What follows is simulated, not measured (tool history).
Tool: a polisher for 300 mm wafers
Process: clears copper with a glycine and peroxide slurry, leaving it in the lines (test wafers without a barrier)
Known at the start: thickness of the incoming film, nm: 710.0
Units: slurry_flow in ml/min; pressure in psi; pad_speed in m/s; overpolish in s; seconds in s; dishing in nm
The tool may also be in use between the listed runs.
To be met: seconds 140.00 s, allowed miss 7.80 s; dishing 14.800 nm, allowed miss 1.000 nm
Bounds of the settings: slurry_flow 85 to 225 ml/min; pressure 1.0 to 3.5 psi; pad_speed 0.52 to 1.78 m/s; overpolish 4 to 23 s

run  hour  slurry_flow  pressure  pad_speed  overpolish  seconds  dishing
  1   0.0          145       2.2       1.14          12   125.01   39.706
  2   7.5          135       2.0       1.20          11   129.57   36.238
  3  14.0          135       2.0       1.20           7   133.10   25.345
  4  18.7          135       2.0       1.20           5   130.64   18.917
  5  23.4          135       2.0       1.20          10   124.96   33.471
  6  26.1          135       2.0       1.44          10   113.77   35.734
  7  30.7          150       2.0       1.34           9   117.80   32.891
  8  36.8          140       2.1       1.26           8   120.71   30.422
     44.1  -- head pressure recalibrated
  9  44.1          130       1.9       1.32           7   123.95   26.561
 10  50.9          135       2.1       1.18           6   119.00   24.101
 11  52.3          125       2.1       1.08           6   130.34   22.080
 12  57.1          120       2.2       1.00           6   134.90   22.041
 13  60.7          140       2.1       1.00           6   136.02   22.136
 14  61.6          130       2.1       1.00           6   131.16   21.705

5 next moves are on the table. One of them brings every result within its allowed miss. Which?
  A  62.5          100       2.0       1.16           4        ?        ?
  B  62.5          130       2.3       0.88          13        ?        ?
  C  62.5          175       2.0       0.92          14        ?        ?
  D  62.5          105       2.0       1.04          10        ?        ?
  E  62.5          130       2.2       1.20           8        ?        ?

move  seconds  dishing
   A   140.33   15.006
   B   141.03   39.237
   C   143.81   40.637
   D   148.59   30.921
   E   119.12   30.755
A: meets every target
B: further off than the last run
C: further off than the last run
D: further off than the last run
E: further off than the last run
Move A is the one to make.
